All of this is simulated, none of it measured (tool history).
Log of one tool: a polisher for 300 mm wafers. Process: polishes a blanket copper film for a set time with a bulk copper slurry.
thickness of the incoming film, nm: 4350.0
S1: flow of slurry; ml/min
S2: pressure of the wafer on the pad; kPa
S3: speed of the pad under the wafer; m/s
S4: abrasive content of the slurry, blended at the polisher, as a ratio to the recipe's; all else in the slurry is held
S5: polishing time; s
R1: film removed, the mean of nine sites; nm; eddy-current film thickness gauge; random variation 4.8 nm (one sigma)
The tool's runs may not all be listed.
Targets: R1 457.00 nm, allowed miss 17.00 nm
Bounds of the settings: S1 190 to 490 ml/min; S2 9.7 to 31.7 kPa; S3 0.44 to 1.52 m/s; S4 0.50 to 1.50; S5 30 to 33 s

{"run": 1, "hour": 0.0, "S1": 315, "S2": 20.7, "S3": 0.98, "S4": 1.0, "S5": 33, "R1": 360.02}
{"run": 2, "hour": 1.1, "S1": 315, "S2": 20.7, "S3": 0.98, "S4": 1.1, "S5": 33, "R1": 369.84}
{"run": 3, "hour": 5.3, "S1": 280, "S2": 20.7, "S3": 0.98, "S4": 1.1, "S5": 33, "R1": 363.19}
{"run": 4, "hour": 7.7, "S1": 280, "S2": 21.4, "S3": 0.98, "S4": 1.1, "S5": 33, "R1": 378.05}
{"run": 5, "hour": 12.1, "S1": 280, "S2": 21.4, "S3": 1.08, "S4": 1.1, "S5": 33, "R1": 403.05}
{"run": 6, "hour": 16.6, "S1": 285, "S2": 21.4, "S3": 1.08, "S4": 1.1, "S5": 33, "R1": 403.19}
{"run": 7, "hour": 18.6, "S1": 290, "S2": 22.8, "S3": 1.08, "S4": 1.1, "S5": 33, "R1": 426.67}
{"run": 8, "hour": 27.5, "S1": 290, "S2": 23.4, "S3": 1.08, "S4": 1.1, "S5": 33, "R1": 440.58}

5 next moves are on the table. One of them brings every result within its allowed miss. Which?
{"run": "A", "hour": 36.4, "S1": 305, "S2": 23.4, "S3": 1.1, "S4": 1.1, "S5": 31, "R1": "?"}
{"run": "B", "hour": 36.4, "S1": 260, "S2": 21.4, "S3": 1.2, "S4": 0.9, "S5": 32, "R1": "?"}
{"run": "C", "hour": 36.4, "S1": 335, "S2": 23.4, "S3": 1.0, "S4": 1.25, "S5": 33, "R1": "?"}
{"run": "D", "hour": 36.4, "S1": 370, "S2": 24.1, "S3": 1.12, "S4": 1.0, "S5": 33, "R1": "?"}
{"run": "E", "hour": 36.4, "S1": 300, "S2": 24.1, "S3": 1.1, "S4": 1.1, "S5": 30, "R1": "?"}

move=A R1=417.06
move=B R1=413.53
move=C R1=422.87
move=D R1=461.41
move=E R1=411.47
A: further off than the last run
B: further off than the last run
C: further off than the last run
D: meets every target
E: further off than the last run
The right move is D.
